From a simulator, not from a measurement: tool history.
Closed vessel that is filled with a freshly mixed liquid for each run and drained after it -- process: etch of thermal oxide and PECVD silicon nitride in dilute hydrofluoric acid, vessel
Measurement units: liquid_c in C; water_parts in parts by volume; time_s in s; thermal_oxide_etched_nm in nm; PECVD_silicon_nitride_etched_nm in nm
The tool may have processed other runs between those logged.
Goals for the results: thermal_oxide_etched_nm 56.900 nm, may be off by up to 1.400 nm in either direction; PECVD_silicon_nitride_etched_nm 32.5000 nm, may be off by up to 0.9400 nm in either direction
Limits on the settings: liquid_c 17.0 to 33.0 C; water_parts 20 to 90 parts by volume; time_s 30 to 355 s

run,day,liquid_c,water_parts,time_s,thermal_oxide_etched_nm,PECVD_silicon_nitride_etched_nm
1,0.000,25.0,50,180,18.294,9.8985
2,0.088,25.0,60,180,15.080,8.2468
3,0.112,25.0,80,180,10.806,6.1692
4,0.467,26.5,65,200,16.204,9.3028
5,0.842,26.5,65,240,19.701,11.2090
6,1.042,27.5,55,245,24.883,14.3340
7,1.300,28.0,45,250,32.291,18.5350
8,1.533,28.5,40,250,36.943,21.5330
9,1.754,28.5,35,250,42.925,24.2830
10,2.054,28.5,35,250,42.749,24.5430
11,2.075,28.5,30,250,49.990,28.6650
12,2.258,28.5,25,250,60.544,33.6250
13,2.533,28.5,25,250,61.781,33.7270
14,2.904,29.0,25,250,62.365,34.9190
15,2.954,29.0,25,250,62.200,35.2000
16,3.321,29.0,30,250,51.178,29.3400

Which single option among these 4 for the next run brings every result within its allowed miss of target? Just one does.
A,3.688,25.0,20,200,?,?
B,3.688,20.0,20,270,?,?
C,3.688,29.0,30,260,?,?
D,3.688,29.5,25,225,?,?

move,thermal_oxide_etched_nm,PECVD_silicon_nitride_etched_nm
A,52.592,26.4860
B,57.353,25.2920
C,52.944,30.4550
D,56.539,32.5020
A: the biggest miss grows against the last run
B: the worst result of the last run now meets its target, but another is out of spec
C: nearer than the last run, and not there yet
D: each result inside its tolerance
Answer: D
